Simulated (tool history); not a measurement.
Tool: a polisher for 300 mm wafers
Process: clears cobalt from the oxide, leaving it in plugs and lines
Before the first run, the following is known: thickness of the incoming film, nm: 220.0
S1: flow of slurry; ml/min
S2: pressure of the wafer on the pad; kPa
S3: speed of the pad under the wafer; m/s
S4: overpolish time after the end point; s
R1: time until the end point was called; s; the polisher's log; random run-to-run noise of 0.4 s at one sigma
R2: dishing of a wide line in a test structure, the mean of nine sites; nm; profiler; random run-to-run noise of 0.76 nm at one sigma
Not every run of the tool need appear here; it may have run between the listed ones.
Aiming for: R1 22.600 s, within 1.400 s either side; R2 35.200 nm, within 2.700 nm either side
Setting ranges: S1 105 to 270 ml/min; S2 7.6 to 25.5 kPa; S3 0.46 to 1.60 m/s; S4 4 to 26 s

| run | day | S1 | S2 | S3 | S4 | R1 | R2 |
|---|---|---|---|---|---|---|---|
| 1 | 0.000 | 175 | 16.5 | 1.02 | 13 | 34.066 | 38.768 |
| 2 | 0.150 | 175 | 18.6 | 1.04 | 10 | 29.866 | 37.256 |
| 3 | 0.233 | 175 | 18.6 | 0.84 | 10 | 38.162 | 33.207 |
| 4 | 0.475 | 205 | 18.6 | 0.84 | 10 | 35.280 | 33.673 |
| 5 | 0.846 | 215 | 20.7 | 0.86 | 9 | 31.250 | 35.431 |
| 6 | 0.967 | 220 | 22.1 | 0.88 | 7 | 28.789 | 31.199 |
| 7 | 1.250 | 220 | 22.8 | 0.90 | 8 | 27.889 | 34.134 |
| 8 | 1.292 | 225 | 23.4 | 0.92 | 8 | 27.135 | 34.166 |

Of the 4 settings listed for the next run, only one would bring every result within its allowed miss of target. Which one?
| A | 1.333 | 215 | 25.5 | 0.78 | 7 | ? | ? |
| B | 1.333 | 195 | 25.5 | 1.00 | 7 | ? | ? |
| C | 1.333 | 255 | 24.1 | 1.20 | 6 | ? | ? |
| D | 1.333 | 215 | 22.1 | 0.96 | 8 | ? | ? |

| move | R1 | R2 |
|---|---|---|
| A | 28.486 | 31.681 |
| B | 22.904 | 35.000 |
| C | 19.866 | 34.806 |
| D | 27.014 | 34.567 |
A: misses by more than the last run did
B: all results in spec
C: moves the result that the last run missed by most past its target, out the other side
D: no nearer and no further than the last run
Go with B: it meets all targets.
